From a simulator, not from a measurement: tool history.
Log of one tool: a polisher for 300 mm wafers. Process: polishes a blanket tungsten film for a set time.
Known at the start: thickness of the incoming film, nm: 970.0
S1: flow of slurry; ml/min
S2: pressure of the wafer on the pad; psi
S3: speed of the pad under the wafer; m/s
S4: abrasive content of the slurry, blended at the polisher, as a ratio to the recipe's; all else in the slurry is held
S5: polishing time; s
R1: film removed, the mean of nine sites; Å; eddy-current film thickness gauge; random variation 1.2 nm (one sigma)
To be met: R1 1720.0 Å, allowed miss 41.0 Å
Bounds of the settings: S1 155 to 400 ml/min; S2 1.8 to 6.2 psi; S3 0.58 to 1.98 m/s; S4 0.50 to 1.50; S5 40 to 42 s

run  hour   S1   S2    S3    S4  S5      R1
  1   0.0  255  4.0  1.28  1.00  40  3063.0
  2   6.4  255  4.0  1.12  1.00  40  2747.2
  3  14.7  250  3.5  1.12  1.00  40  2409.0
  4  18.9  250  4.5  1.12  1.00  40  3054.4
  5  21.4  250  4.5  1.12  0.90  40  2987.0
  6  22.2  250  4.5  1.12  0.80  40  2970.0
  7  23.2  245  3.8  1.12  0.80  40  2505.2
  8  28.2  240  3.3  1.12  0.80  40  2162.3
  9  34.3  230  3.1  1.12  0.80  40  2019.2
 10  37.6  215  3.0  1.12  0.80  40  1962.4
 11  45.1  205  2.9  1.12  0.80  40  1873.9
 12  49.5  195  2.9  1.12  0.80  40  1895.2
 13  50.4  190  2.8  1.12  0.80  40  1839.1
 14  57.1  185  2.7  1.12  0.80  40  1768.0
 15  58.5  180  2.7  1.12  0.80  40  1755.5

Which of these 4 next moves meets every target?
  A  59.9  275  2.7  1.12  0.80  40   ?
  B  59.9  160  2.2  1.24  0.75  42   ?
  C  59.9  190  2.6  1.08  1.00  40   ?
  D  59.9  200  2.7  1.08  0.85  42   ?

move      R1
   A  1816.0
   B  1635.0
   C  1719.4
   D  1828.5
A: further off than the last run
B: takes the result that was furthest off past its target
C: meets every target
D: further off than the last run
Move C is the one to make.
